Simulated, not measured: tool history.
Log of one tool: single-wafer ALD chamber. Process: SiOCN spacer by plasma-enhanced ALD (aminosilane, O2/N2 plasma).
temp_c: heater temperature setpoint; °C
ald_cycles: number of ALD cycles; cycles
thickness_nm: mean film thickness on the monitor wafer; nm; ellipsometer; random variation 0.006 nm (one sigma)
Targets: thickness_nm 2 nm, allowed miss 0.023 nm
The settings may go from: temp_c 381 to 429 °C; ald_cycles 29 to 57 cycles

{"run": 1, "hour": 0.0, "temp_c": 405, "ald_cycles": 43, "thickness_nm": 2.3487}
{"run": 2, "hour": 4.0, "temp_c": 410, "ald_cycles": 41, "thickness_nm": 2.2}
{"run": 3, "hour": 12.6, "temp_c": 404, "ald_cycles": 41, "thickness_nm": 2.2481}
{"run": 4, "hour": 20.0, "temp_c": 404, "ald_cycles": 38, "thickness_nm": 2.0883}
{"run": 5, "hour": 24.4, "temp_c": 407, "ald_cycles": 38, "thickness_nm": 2.0628}
{"run": 6, "hour": 29.4, "temp_c": 407, "ald_cycles": 42, "thickness_nm": 2.2842}
{"run": 7, "hour": 36.7, "temp_c": 412, "ald_cycles": 41, "thickness_nm": 2.1823}
{"run": 8, "hour": 39.8, "temp_c": 416, "ald_cycles": 41, "thickness_nm": 2.1506}
{"run": 9, "hour": 42.9, "temp_c": 419, "ald_cycles": 41, "thickness_nm": 2.1418}
{"run": 10, "hour": 47.6, "temp_c": 421, "ald_cycles": 40, "thickness_nm": 2.0604}
{"run": 11, "hour": 52.0, "temp_c": 423, "ald_cycles": 40, "thickness_nm": 2.0457}
{"run": 12, "hour": 56.2, "temp_c": 428, "ald_cycles": 39, "thickness_nm": 1.9612}
{"run": 13, "hour": 57.5, "temp_c": 427, "ald_cycles": 39, "thickness_nm": 1.9733}

5 next moves are on the table. One of them brings every result within its allowed miss. Which?
{"run": "A", "hour": 58.8, "temp_c": 429, "ald_cycles": 38, "thickness_nm": "?"}
{"run": "B", "hour": 58.8, "temp_c": 416, "ald_cycles": 38, "thickness_nm": "?"}
{"run": "C", "hour": 58.8, "temp_c": 428, "ald_cycles": 39, "thickness_nm": "?"}
{"run": "D", "hour": 58.8, "temp_c": 428, "ald_cycles": 38, "thickness_nm": "?"}
{"run": "E", "hour": 58.8, "temp_c": 429, "ald_cycles": 39, "thickness_nm": "?"}

move=A thickness_nm=1.9087
move=B thickness_nm=2.0027
move=C thickness_nm=1.9664
move=D thickness_nm=1.916
move=E thickness_nm=1.959
A: further off than the last run
B: meets every target
C: further off than the last run
D: further off than the last run
E: further off than the last run
Answer: B

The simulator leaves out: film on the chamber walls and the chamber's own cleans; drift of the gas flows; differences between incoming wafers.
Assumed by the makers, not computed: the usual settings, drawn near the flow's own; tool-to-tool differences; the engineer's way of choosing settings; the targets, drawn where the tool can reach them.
